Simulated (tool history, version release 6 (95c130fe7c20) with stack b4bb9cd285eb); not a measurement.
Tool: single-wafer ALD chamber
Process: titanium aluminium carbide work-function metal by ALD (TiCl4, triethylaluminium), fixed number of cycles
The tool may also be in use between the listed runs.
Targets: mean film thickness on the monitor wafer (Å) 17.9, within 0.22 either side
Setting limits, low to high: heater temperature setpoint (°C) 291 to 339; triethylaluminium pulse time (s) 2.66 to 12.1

| run | day | heater temperature setpoint (°C) | triethylaluminium pulse time (s) | mean film thickness on the monitor wafer (Å) |
|---|---|---|---|---|
| 1 | 0 | 315 | 7.38 | 20.281 |
| 2 | 0.367 | 315 | 5.52 | 19.171 |
| 3 | 0.571 | 310 | 5.39 | 18.7 |
| 4 | 0.738 | 310 | 3.73 | 16.927 |
| 5 | 1.092 | 301 | 3.73 | 16.417 |
| 6 | 1.212 | 301 | 2.66 | 14.769 |
| 7 | 1.4 | 312 | 2.76 | 15.565 |
| 8 | 1.642 | 318 | 3.25 | 16.794 |
| 9 | 1.679 | 322 | 3.31 | 17.035 |
| 10 | 1.883 | 326 | 3.37 | 17.396 |
| 11 | 1.971 | 328 | 3.4 | 17.561 |

5 next moves are on the table. One of them brings every result within its allowed miss. Which?
| A | 2.058 | 328 | 4.05 | ? |
| B | 2.058 | 324 | 3.24 | ? |
| C | 2.058 | 325 | 4.28 | ? |
| D | 2.058 | 328 | 4.03 | ? |
| E | 2.058 | 325 | 3.78 | ? |

| move | mean film thickness on the monitor wafer (Å) |
|---|---|
| A | 18.532 |
| B | 17.109 |
| C | 18.624 |
| D | 18.506 |
| E | 17.977 |
A: moves the result that the last run missed by most past its target, out the other side
B: lands further from the targets than the last run did
C: moves the result that the last run missed by most past its target, out the other side
D: moves the result that the last run missed by most past its target, out the other side
E: meets every target
So the answer is move E, the one that meets all the targets.

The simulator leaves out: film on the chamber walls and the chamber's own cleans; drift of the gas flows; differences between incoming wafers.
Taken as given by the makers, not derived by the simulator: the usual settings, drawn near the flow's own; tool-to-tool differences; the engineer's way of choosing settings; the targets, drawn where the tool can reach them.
